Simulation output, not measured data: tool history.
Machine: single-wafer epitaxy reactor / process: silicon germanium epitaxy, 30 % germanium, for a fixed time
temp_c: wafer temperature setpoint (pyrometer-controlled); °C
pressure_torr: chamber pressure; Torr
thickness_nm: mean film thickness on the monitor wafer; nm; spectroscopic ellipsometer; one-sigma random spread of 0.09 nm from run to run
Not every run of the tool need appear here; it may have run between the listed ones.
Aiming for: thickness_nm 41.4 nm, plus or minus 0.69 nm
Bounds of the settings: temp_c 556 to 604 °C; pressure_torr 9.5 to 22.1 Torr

run  hour  temp_c  pressure_torr  thickness_nm
  1     0     580           15.8        32.082
  2   8.2     580           18.3        33.779
  3  12.6     580           15.6        31.828
  4  17.1     584           15.7        34.056
  5  21.5     584           14.3        33.004
  6  25.7     588           14.4        35.362
  7  27.1     588           14.4        35.379
  8  33.6     591           14.4        37.393
  9  38.3     591           14.4        37.168
 10  41.6     593           14.4        38.371

Below are 5 possible settings for the next run. Only one of them brings all results inside the allowed miss of their targets. Which is it?
  A  44.9     602           14.4             ?
  B  44.9     600             15             ?
  C  44.9     583           15.6             ?
  D  44.9     600           12.9             ?
  E  44.9     588           12.3             ?

move  thickness_nm
   A        44.519
   B        43.733
   C        33.531
   D        41.474
   E        33.522
A: the result that was furthest off in the last run now lies on the other side of its target
B: the result that was furthest off in the last run now lies on the other side of its target
C: further off than the last run
D: all results in spec
E: further off than the last run
D meets every target.
